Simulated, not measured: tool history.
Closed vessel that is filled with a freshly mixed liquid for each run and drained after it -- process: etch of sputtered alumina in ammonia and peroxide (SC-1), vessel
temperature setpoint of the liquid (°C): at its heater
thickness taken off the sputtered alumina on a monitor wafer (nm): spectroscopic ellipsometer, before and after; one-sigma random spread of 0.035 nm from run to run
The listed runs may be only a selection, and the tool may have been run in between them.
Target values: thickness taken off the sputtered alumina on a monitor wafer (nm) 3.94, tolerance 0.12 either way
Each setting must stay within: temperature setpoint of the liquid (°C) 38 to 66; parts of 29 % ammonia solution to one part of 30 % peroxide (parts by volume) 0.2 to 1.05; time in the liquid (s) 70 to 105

| run | hour | temperature setpoint of the liquid (°C) | parts of 29 % ammonia solution to one part of 30 % peroxide (parts by volume) | time in the liquid (s) | thickness taken off the sputtered alumina on a monitor wafer (nm) |
|---|---|---|---|---|---|
| 1 | 0 | 50 | 0.55 | 105 | 6.3319 |
| 2 | 5.3 | 50 | 0.55 | 70 | 4.2885 |
| 3 | 9.1 | 49.5 | 0.55 | 70 | 4.1143 |
| 4 | 13.7 | 49.5 | 0.55 | 105 | 6.1664 |
| 5 | 18.8 | 47 | 0.55 | 105 | 5.3419 |
| 6 | 26.2 | 44.5 | 0.55 | 105 | 4.5867 |
| 7 | 31.1 | 43.5 | 0.55 | 105 | 4.3812 |
| 8 | 38.5 | 43 | 0.55 | 105 | 4.2363 |
| 9 | 40.3 | 42.5 | 0.55 | 105 | 4.1985 |

Which of these 5 next moves meets every target?
| A | 42.1 | 44.5 | 0.55 | 100 | ? |
| B | 42.1 | 43.5 | 0.5 | 90 | ? |
| C | 42.1 | 43 | 0.5 | 105 | ? |
| D | 42.1 | 43.5 | 0.5 | 95 | ? |
| E | 42.1 | 44 | 0.5 | 105 | ? |

| move | thickness taken off the sputtered alumina on a monitor wafer (nm) |
|---|---|
| A | 4.4448 |
| B | 3.7431 |
| C | 4.2428 |
| D | 3.951 |
| E | 4.4943 |
A: further off than the last run
B: moves the result that the last run missed by most past its target, out the other side
C: further off than the last run
D: every result within its allowed miss
E: further off than the last run
Correct choice: D, which meets every target
